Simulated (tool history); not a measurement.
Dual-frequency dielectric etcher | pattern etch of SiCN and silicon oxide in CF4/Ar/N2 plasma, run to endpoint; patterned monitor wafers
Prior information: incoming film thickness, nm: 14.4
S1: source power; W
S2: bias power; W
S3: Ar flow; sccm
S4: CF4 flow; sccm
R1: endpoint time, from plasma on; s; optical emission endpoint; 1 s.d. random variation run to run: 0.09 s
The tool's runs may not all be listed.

run,day,S1,S2,S3,S4,R1
1,0.000,560,91,89,69,12.130
2,0.067,590,92,89,69,11.797
3,0.104,500,92,89,69,13.772
4,0.300,410,92,89,69,16.098
5,0.621,410,92,96,69,16.160
6,0.925,410,105,96,69,15.736
7,1.279,470,107,95,70,13.992
8,1.642,510,108,94,70,12.775
9,1.879,540,109,94,70,12.234
10,2.146,570,110,94,70,11.753
11,2.192,590,111,94,70,11.266
12,2.429,610,112,94,70,10.972

The next listed run, before its measurement:
13,2.775,620,112,94,70,?

R1: 10.982 s
